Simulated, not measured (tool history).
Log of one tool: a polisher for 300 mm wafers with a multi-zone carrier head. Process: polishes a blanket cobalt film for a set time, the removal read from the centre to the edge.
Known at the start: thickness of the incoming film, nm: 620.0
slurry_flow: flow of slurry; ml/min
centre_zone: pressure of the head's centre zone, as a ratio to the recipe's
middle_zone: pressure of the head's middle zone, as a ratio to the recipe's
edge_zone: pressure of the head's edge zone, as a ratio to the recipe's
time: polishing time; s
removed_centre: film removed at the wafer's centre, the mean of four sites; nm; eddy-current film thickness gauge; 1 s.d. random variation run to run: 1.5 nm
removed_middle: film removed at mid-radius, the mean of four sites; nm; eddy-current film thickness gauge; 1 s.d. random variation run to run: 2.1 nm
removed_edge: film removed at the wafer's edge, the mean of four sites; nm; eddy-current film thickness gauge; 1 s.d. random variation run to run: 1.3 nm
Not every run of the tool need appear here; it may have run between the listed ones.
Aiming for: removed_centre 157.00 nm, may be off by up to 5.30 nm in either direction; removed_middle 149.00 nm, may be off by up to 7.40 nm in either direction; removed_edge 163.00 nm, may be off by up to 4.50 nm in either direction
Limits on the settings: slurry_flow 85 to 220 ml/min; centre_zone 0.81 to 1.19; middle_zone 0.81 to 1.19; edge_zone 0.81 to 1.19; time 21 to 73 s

Run 1, hour 0.0: slurry_flow 140 ml/min, centre_zone 1.00, middle_zone 1.00, edge_zone 1.00, time 47 s. Result: removed_centre 197.67 nm, removed_middle 197.71 nm, removed_edge 195.82 nm.
Run 2, hour 8.7: slurry_flow 130 ml/min, centre_zone 0.98, middle_zone 0.95, edge_zone 0.97, time 46 s. Result: removed_centre 188.30 nm, removed_middle 183.07 nm, removed_edge 188.08 nm.
Run 3, hour 12.7: slurry_flow 130 ml/min, centre_zone 0.91, middle_zone 0.95, edge_zone 0.97, time 46 s. Result: removed_centre 175.66 nm, removed_middle 182.34 nm, removed_edge 188.02 nm.
Run 4, hour 18.7: slurry_flow 130 ml/min, centre_zone 0.91, middle_zone 1.04, edge_zone 0.97, time 46 s. Result: removed_centre 175.53 nm, removed_middle 199.01 nm, removed_edge 188.07 nm.
Run 5, hour 20.2: slurry_flow 130 ml/min, centre_zone 0.91, middle_zone 1.04, edge_zone 0.97, time 42 s. Result: removed_centre 161.57 nm, removed_middle 181.44 nm, removed_edge 171.72 nm.
Run 6, hour 26.1: slurry_flow 130 ml/min, centre_zone 0.91, middle_zone 1.04, edge_zone 0.97, time 48 s. Result: removed_centre 185.60 nm, removed_middle 208.49 nm, removed_edge 195.66 nm.
Run 7, hour 30.9: slurry_flow 125 ml/min, centre_zone 0.91, middle_zone 0.99, edge_zone 0.94, time 46 s. Result: removed_centre 176.87 nm, removed_middle 188.29 nm, removed_edge 186.15 nm.
Run 8, hour 34.3: slurry_flow 120 ml/min, centre_zone 0.91, middle_zone 0.96, edge_zone 0.93, time 44 s. Result: removed_centre 165.31 nm, removed_middle 177.55 nm, removed_edge 174.84 nm.
Run 9, hour 35.9: slurry_flow 115 ml/min, centre_zone 0.92, middle_zone 0.92, edge_zone 0.93, time 43 s. Result: removed_centre 163.61 nm, removed_middle 167.84 nm, removed_edge 174.43 nm.
Run 10, hour 44.3: slurry_flow 115 ml/min, centre_zone 0.93, middle_zone 0.90, edge_zone 0.92, time 42 s. Result: removed_centre 162.35 nm, removed_middle 156.32 nm, removed_edge 166.60 nm.

Below are 5 possible settings for the next run. Only one of them brings all results inside the allowed miss of their targets. Which is it?
Run A, hour 52.7: slurry_flow 130 ml/min, centre_zone 1.04, middle_zone 0.86, edge_zone 0.87, time 40 s. Result: removed_centre ?, removed_middle ?, removed_edge ?.
Run B, hour 52.7: slurry_flow 140 ml/min, centre_zone 1.05, middle_zone 0.89, edge_zone 0.97, time 40 s. Result: removed_centre ?, removed_middle ?, removed_edge ?.
Run C, hour 52.7: slurry_flow 120 ml/min, centre_zone 0.98, middle_zone 0.93, edge_zone 0.99, time 42 s. Result: removed_centre ?, removed_middle ?, removed_edge ?.
Run D, hour 52.7: slurry_flow 125 ml/min, centre_zone 0.93, middle_zone 0.88, edge_zone 0.94, time 40 s. Result: removed_centre ?, removed_middle ?, removed_edge ?.
Run E, hour 52.7: slurry_flow 85 ml/min, centre_zone 1.01, middle_zone 0.81, edge_zone 0.91, time 45 s. Result: removed_centre ?, removed_middle ?, removed_edge ?.

move  removed_centre  removed_middle  removed_edge
   A          170.82          148.14        156.55
   B          174.75          154.24        162.67
   C          167.53          163.64        168.57
   D          153.53          150.01        159.09
   E          170.68          146.47        168.78
A: its largest miss is bigger than the last run's
B: its largest miss is bigger than the last run's
C: its largest miss is bigger than the last run's
D: all results land within tolerance of their targets
E: its largest miss is bigger than the last run's
The right move is D.

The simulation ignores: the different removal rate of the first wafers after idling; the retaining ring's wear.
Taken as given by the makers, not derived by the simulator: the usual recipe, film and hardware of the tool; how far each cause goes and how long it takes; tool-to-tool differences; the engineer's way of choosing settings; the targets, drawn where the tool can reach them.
